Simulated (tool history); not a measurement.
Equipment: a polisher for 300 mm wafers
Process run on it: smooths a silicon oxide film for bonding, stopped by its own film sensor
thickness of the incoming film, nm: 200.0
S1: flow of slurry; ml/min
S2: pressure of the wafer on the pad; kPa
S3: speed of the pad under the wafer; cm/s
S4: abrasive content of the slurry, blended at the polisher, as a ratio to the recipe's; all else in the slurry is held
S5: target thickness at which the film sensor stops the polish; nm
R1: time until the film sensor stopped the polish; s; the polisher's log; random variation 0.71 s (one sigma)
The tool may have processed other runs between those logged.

Run 1, hour 0: S1 140 ml/min, S2 19.3 kPa, S3 76 cm/s, S4 1, S5 155 nm. Result: R1 59.077 s.
Run 2, hour 6.8: S1 140 ml/min, S2 19.3 kPa, S3 76 cm/s, S4 0.8, S5 155 nm. Result: R1 68.809 s.
Run 3, hour 12.9: S1 140 ml/min, S2 22.8 kPa, S3 76 cm/s, S4 0.8, S5 155 nm. Result: R1 60.158 s.
Run 4, hour 17.3: S1 140 ml/min, S2 22.8 kPa, S3 76 cm/s, S4 0.7, S5 155 nm. Result: R1 63.33 s.
Run 5, hour 22.6: S1 140 ml/min, S2 20 kPa, S3 76 cm/s, S4 0.7, S5 155 nm. Result: R1 71.965 s.
Run 6, hour 25.9: S1 140 ml/min, S2 22.1 kPa, S3 76 cm/s, S4 0.7, S5 155 nm. Result: R1 66.851 s.
Run 7, hour 32.8: S1 140 ml/min, S2 23.4 kPa, S3 78 cm/s, S4 0.7, S5 155 nm. Result: R1 61.409 s.
Run 8, hour 37.7: S1 140 ml/min, S2 24.8 kPa, S3 80 cm/s, S4 0.7, S5 155 nm. Result: R1 58.034 s.
Run 9, hour 44.1: S1 140 ml/min, S2 25.5 kPa, S3 82 cm/s, S4 0.7, S5 155 nm. Result: R1 56.704 s.
Run 10, hour 48.8: S1 140 ml/min, S2 26.2 kPa, S3 84 cm/s, S4 0.7, S5 155 nm. Result: R1 55.359 s.
Run 11, hour 55.1: S1 140 ml/min, S2 26.9 kPa, S3 86 cm/s, S4 0.7, S5 155 nm. Result: R1 52.262 s.

Run 12 has not been measured yet. What should we expect?
Run 12, hour 58.2: S1 140 ml/min, S2 27.6 kPa, S3 88 cm/s, S4 0.7, S5 155 nm. Result: R1 ?.

R1: 49.262 s
